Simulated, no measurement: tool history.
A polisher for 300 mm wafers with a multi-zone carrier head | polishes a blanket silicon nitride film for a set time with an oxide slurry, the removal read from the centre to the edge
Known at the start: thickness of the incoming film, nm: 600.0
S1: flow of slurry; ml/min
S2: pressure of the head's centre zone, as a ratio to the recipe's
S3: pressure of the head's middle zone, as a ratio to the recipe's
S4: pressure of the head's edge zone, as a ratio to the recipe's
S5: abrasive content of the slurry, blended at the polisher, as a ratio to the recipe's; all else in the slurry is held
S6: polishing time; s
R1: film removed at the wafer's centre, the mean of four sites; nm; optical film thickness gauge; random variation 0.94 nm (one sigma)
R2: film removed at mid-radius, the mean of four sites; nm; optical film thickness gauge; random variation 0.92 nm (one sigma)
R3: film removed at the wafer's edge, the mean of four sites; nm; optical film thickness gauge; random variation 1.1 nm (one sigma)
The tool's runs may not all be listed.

{"run": 1, "hour": 0.0, "S1": 295, "S2": 1, "S3": 1, "S4": 1, "S5": 1, "S6": 54, "R1": 51.387, "R2": 52.17, "R3": 52.228}
{"run": 2, "hour": 2.2, "S1": 295, "S2": 1, "S3": 1, "S4": 1, "S5": 1, "S6": 45, "R1": 42.543, "R2": 44.07, "R3": 41.722}
{"run": 3, "hour": 7.8, "S1": 295, "S2": 1, "S3": 1, "S4": 1, "S5": 1, "S6": 52, "R1": 48.799, "R2": 50.824, "R3": 48.681}
{"run": 4, "hour": 10.6, "S1": 295, "S2": 1, "S3": 0.92, "S4": 1, "S5": 1, "S6": 52, "R1": 50.236, "R2": 47.391, "R3": 48.391}
{"run": 5, "hour": 12.2, "S1": 295, "S2": 1.08, "S3": 0.92, "S4": 1, "S5": 1, "S6": 52, "R1": 53.964, "R2": 48.308, "R3": 50.629}
{"run": 6, "hour": 19.5, "S1": 295, "S2": 1.03, "S3": 0.92, "S4": 1, "S5": 1, "S6": 52, "R1": 50.878, "R2": 47.871, "R3": 49.416}
{"run": 7, "hour": 23.1, "S1": 280, "S2": 0.99, "S3": 0.96, "S4": 1.04, "S5": 1.15, "S6": 54, "R1": 52.084, "R2": 52.348, "R3": 53.753}

The next listed run, before its measurement:
{"run": 8, "hour": 27.2, "S1": 275, "S2": 0.98, "S3": 1, "S4": 1.07, "S5": 1.25, "S6": 57, "R1": "?", "R2": "?", "R3": "?"}

R1: 55.624 nm
R2: 58.347 nm
R3: 58.548 nm
